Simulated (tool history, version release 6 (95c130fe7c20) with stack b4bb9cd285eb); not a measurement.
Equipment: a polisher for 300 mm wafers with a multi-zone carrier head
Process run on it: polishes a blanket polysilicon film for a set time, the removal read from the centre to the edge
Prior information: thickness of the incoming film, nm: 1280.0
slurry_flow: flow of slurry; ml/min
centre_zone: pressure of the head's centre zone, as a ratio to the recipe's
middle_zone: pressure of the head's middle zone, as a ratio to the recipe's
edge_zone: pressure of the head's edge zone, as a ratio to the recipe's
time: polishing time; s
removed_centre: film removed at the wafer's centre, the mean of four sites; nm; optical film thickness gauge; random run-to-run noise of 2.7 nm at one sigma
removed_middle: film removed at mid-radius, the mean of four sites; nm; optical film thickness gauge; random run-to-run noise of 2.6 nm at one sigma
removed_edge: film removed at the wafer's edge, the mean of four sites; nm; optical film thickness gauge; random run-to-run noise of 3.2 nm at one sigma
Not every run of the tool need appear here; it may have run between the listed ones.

| run | hour | slurry_flow | centre_zone | middle_zone | edge_zone | time | removed_centre | removed_middle | removed_edge |
|---|---|---|---|---|---|---|---|---|---|
| 1 | 0.0 | 195 | 1.00 | 1.00 | 1.00 | 40 | 462.57 | 458.08 | 465.55 |
| 2 | 5.8 | 190 | 1.00 | 0.98 | 0.96 | 36 | 412.63 | 401.07 | 397.12 |
| 3 | 13.1 | 190 | 0.97 | 0.98 | 0.96 | 36 | 401.76 | 400.11 | 404.52 |
| 4 | 18.1 | 190 | 1.02 | 0.98 | 0.96 | 36 | 426.63 | 407.39 | 403.01 |
| 5 | 24.1 | 185 | 0.99 | 0.95 | 0.92 | 34 | 388.34 | 372.03 | 372.68 |
| 6 | 27.8 | 185 | 1.03 | 0.95 | 0.92 | 34 | 398.89 | 369.84 | 365.60 |
| 7 | 30.8 | 175 | 1.01 | 0.94 | 0.89 | 33 | 376.37 | 355.02 | 349.18 |

The next listed run, before its measurement:
| 8 | 37.4 | 175 | 1.01 | 0.94 | 0.89 | 33 | ? | ? | ? |

{"run 8": {"removed_centre": 377.46, "removed_middle": 357.62, "removed_edge": 352.1}}
